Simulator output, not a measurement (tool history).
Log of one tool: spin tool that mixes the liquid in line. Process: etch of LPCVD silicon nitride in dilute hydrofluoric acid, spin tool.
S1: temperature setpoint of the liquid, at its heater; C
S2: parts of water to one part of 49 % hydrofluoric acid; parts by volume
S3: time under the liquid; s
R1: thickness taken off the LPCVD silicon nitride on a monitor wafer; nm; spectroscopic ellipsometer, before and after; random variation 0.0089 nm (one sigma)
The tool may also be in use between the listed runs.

| run | day | S1 | S2 | S3 | R1 |
|---|---|---|---|---|---|
| 1 | 0 | 24 | 40 | 100 | 1.4509 |
| 2 | 0.162 | 24 | 50 | 100 | 1.1747 |
| 3 | 0.267 | 25.5 | 50 | 100 | 1.3016 |
| 4 | 0.404 | 25.5 | 35 | 100 | 1.8378 |
| 5 | 0.433 | 24.5 | 35 | 100 | 1.7589 |
| 6 | 0.679 | 24.5 | 30 | 100 | 2.008 |
| 7 | 1 | 24 | 30 | 100 | 1.9021 |
| 8 | 1.125 | 23.5 | 30 | 100 | 1.9106 |
| 9 | 1.342 | 23 | 30 | 100 | 1.8166 |
| 10 | 1.4 | 22.5 | 30 | 100 | 1.7544 |
| 11 | 1.725 | 22 | 30 | 100 | 1.681 |
| 12 | 2.021 | 21.5 | 30 | 100 | 1.6399 |
| 13 | 2.117 | 21 | 30 | 100 | 1.554 |
| 14 | 2.171 | 20.5 | 30 | 100 | 1.524 |

Run 15 is up next; what results do you expect?
| 15 | 2.479 | 20 | 30 | 100 | ? |

For run 15 the tool returned R1 1.465 nm.
